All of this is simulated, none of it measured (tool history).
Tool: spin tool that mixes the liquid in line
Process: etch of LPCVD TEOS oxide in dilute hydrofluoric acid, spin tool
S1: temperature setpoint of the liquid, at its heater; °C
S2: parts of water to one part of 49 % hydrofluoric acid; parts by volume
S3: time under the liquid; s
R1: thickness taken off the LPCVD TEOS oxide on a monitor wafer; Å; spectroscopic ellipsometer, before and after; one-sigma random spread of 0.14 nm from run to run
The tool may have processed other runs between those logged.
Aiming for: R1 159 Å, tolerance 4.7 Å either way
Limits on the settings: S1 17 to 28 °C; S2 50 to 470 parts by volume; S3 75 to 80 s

| run | day | S1 | S2 | S3 | R1 |
|---|---|---|---|---|---|
| 1 | 0 | 20 | 260 | 75 | 100.6 |
| 2 | 0.242 | 21 | 255 | 75 | 105.84 |
| 3 | 0.554 | 22 | 250 | 75 | 114.13 |
| 4 | 0.896 | 22 | 285 | 75 | 94.199 |
| 5 | 1.204 | 24.5 | 285 | 75 | 104.37 |
| 6 | 1.412 | 25 | 280 | 75 | 109.64 |
| 7 | 1.521 | 25.5 | 275 | 75 | 112.89 |
| 8 | 1.804 | 26 | 270 | 75 | 118.47 |
| 9 | 1.875 | 26 | 265 | 75 | 119.91 |
| 10 | 2.088 | 28 | 210 | 75 | 172.96 |
| 11 | 2.183 | 27.5 | 210 | 75 | 170.57 |
| 12 | 2.4 | 26.5 | 210 | 75 | 165.6 |

Below are 5 possible settings for the next run. Only one of them brings all results inside the allowed miss of their targets. Which is it?
| A | 2.617 | 23 | 195 | 75 | ? |
| B | 2.617 | 26 | 215 | 80 | ? |
| C | 2.617 | 25 | 200 | 80 | ? |
| D | 2.617 | 27.5 | 220 | 80 | ? |
| E | 2.617 | 28 | 220 | 80 | ? |

| move | R1 |
|---|---|
| A | 159.44 |
| B | 168.48 |
| C | 177.6 |
| D | 172.67 |
| E | 175.71 |
A: each result inside its tolerance
B: lands further from the targets than the last run did
C: lands further from the targets than the last run did
D: lands further from the targets than the last run did
E: lands further from the targets than the last run did
The move that meets every target is A.
